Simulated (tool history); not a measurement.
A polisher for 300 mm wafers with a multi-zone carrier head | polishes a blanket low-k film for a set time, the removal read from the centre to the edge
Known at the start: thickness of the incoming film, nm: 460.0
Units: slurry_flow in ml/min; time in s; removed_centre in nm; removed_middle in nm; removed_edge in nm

run	day	slurry_flow	centre_zone	middle_zone	edge_zone	slurry_solids	time	removed_centre	removed_middle	removed_edge
1	0.000	200	1.00	1.00	1.00	1.00	43	19.027	19.265	18.802
2	0.025	200	1.00	1.00	1.00	0.85	43	17.298	17.625	17.047
3	0.296	200	1.00	1.00	0.94	0.85	43	17.235	17.624	16.463
4	0.608	200	1.00	1.00	0.94	0.75	43	16.198	16.488	15.213
5	0.712	245	1.00	1.00	0.94	0.75	43	16.252	16.451	15.752
6	0.829	245	1.00	1.00	1.01	0.75	43	16.034	16.711	16.026
7	1.121	250	0.98	1.03	1.04	0.80	43	16.588	17.543	16.990
8	1.250	250	0.95	1.07	1.06	0.85	43	17.035	18.995	17.879

Forecast run 9:
9	1.275	250	0.93	1.09	1.08	0.85	43	?	?	?

Run 9 gave removed_centre 16.635 nm, removed_middle 19.369 nm, removed_edge 17.821 nm.
